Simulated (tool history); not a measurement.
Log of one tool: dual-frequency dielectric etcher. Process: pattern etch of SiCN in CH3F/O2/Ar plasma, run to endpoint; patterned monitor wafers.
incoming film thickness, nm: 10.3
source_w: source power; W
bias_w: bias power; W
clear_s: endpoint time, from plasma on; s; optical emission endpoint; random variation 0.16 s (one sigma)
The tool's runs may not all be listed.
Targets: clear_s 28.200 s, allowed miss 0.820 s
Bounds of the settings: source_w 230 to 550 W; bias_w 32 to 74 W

| run | hour | source_w | bias_w | clear_s |
|---|---|---|---|---|
| 1 | 0.0 | 390 | 53 | 31.937 |
| 2 | 4.7 | 400 | 54 | 31.573 |
| 3 | 5.7 | 410 | 55 | 30.583 |
| 4 | 14.6 | 340 | 55 | 33.052 |
| 5 | 16.9 | 340 | 46 | 35.082 |
| 6 | 20.2 | 340 | 42 | 35.883 |
| 7 | 27.8 | 360 | 43 | 34.503 |
| 8 | 36.6 | 380 | 44 | 34.010 |
| 9 | 41.3 | 400 | 45 | 32.843 |
| 10 | 44.3 | 410 | 46 | 32.340 |
| 11 | 49.8 | 410 | 46 | 32.464 |
| 12 | 52.6 | 490 | 53 | 29.060 |

4 next moves are on the table. One of them brings every result within its allowed miss. Which?
| A | 55.4 | 450 | 58 | ? |
| B | 55.4 | 430 | 70 | ? |
| C | 55.4 | 390 | 60 | ? |
| D | 55.4 | 510 | 46 | ? |

| move | clear_s |
|---|---|
| A | 29.319 |
| B | 28.318 |
| C | 30.787 |
| D | 29.576 |
A: further off than the last run
B: meets every target
C: further off than the last run
D: further off than the last run
The right move is B.

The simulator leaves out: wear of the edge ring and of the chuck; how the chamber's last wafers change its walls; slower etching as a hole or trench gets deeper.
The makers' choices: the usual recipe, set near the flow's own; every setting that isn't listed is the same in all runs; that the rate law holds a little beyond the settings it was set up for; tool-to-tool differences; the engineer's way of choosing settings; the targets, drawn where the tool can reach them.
